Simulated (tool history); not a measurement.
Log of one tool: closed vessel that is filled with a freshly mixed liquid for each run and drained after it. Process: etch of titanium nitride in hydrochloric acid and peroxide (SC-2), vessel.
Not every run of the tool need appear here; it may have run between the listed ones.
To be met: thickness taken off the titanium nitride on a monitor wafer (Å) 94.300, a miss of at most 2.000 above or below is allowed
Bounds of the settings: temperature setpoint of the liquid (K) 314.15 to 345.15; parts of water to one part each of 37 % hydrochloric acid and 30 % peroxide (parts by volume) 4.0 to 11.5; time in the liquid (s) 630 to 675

run	hour	temperature setpoint of the liquid (K)	parts of water to one part each of 37 % hydrochloric acid and 30 % peroxide (parts by volume)	time in the liquid (s)	thickness taken off the titanium nitride on a monitor wafer (Å)
1	0.0	330.15	6.5	630	307.520
2	3.5	330.15	6.5	630	304.750
3	12.4	330.15	7.5	630	275.260
4	15.2	330.15	6.0	630	326.590
5	22.5	333.15	6.0	630	392.900
6	29.2	328.15	6.5	630	269.680
7	37.8	324.15	7.0	630	195.690
8	44.1	321.65	7.0	630	166.670
9	48.3	319.65	7.0	630	145.120
# hour 51.6: chemicals flow meter replaced
10	51.6	318.15	7.0	630	124.430

Next run, 4 choices. One meets every target within its allowed miss, the rest don't. Which?
A	54.9	314.15	7.5	640	?
B	54.9	314.15	7.0	630	?
C	54.9	314.15	7.5	630	?
D	54.9	316.65	10.0	675	?

move	thickness taken off the titanium nitride on a monitor wafer (Å)
A	90.969
B	94.523
C	89.548
D	90.481
A: the result that was furthest off in the last run now lies on the other side of its target
B: meets every target
C: the result that was furthest off in the last run now lies on the other side of its target
D: the result that was furthest off in the last run now lies on the other side of its target
The move that meets every target is B.
